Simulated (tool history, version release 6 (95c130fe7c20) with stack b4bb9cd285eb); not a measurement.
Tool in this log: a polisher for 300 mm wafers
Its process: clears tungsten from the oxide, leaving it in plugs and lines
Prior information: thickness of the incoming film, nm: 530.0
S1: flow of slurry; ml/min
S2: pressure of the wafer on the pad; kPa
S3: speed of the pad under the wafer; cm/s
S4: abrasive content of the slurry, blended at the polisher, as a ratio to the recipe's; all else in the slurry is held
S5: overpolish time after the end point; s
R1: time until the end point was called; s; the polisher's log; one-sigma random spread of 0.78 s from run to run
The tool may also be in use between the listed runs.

| run | day | S1 | S2 | S3 | S4 | S5 | R1 |
|---|---|---|---|---|---|---|---|
| 1 | 0 | 150 | 30.3 | 140 | 1 | 48 | 55.317 |
| 2 | 0.204 | 170 | 30.3 | 140 | 1 | 48 | 53.264 |
| 3 | 0.283 | 170 | 30.3 | 172 | 1 | 48 | 44.361 |
| 4 | 0.379 | 160 | 24.8 | 166 | 1 | 48 | 54.702 |
| 5 | 0.612 | 150 | 20.7 | 160 | 1 | 48 | 69.982 |
| 6 | 0.85 | 150 | 20.7 | 192 | 1 | 48 | 58.359 |

Estimate the outcome of run 7 from the log above:
| 7 | 1.192 | 135 | 18.6 | 188 | 1 | 48 | ? |

R1: 66.685 s
